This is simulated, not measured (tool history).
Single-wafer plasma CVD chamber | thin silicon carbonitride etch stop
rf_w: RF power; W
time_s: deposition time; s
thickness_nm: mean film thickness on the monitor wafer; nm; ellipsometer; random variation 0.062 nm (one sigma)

run,hour,rf_w,time_s,thickness_nm
1,0.0,175,23.7,11.798
2,1.7,175,26.5,13.167
3,5.1,175,24.1,11.970
4,7.8,175,22.3,11.172
5,8.5,175,20.7,10.312
6,16.4,175,22.7,11.312
7,23.5,180,24.0,12.059
8,29.1,185,24.9,12.665
9,36.2,190,25.5,13.051

Estimate the outcome of run 10 from the log above:
10,42.6,195,26.1,?

{"run 10": {"thickness_nm": 13.334}}

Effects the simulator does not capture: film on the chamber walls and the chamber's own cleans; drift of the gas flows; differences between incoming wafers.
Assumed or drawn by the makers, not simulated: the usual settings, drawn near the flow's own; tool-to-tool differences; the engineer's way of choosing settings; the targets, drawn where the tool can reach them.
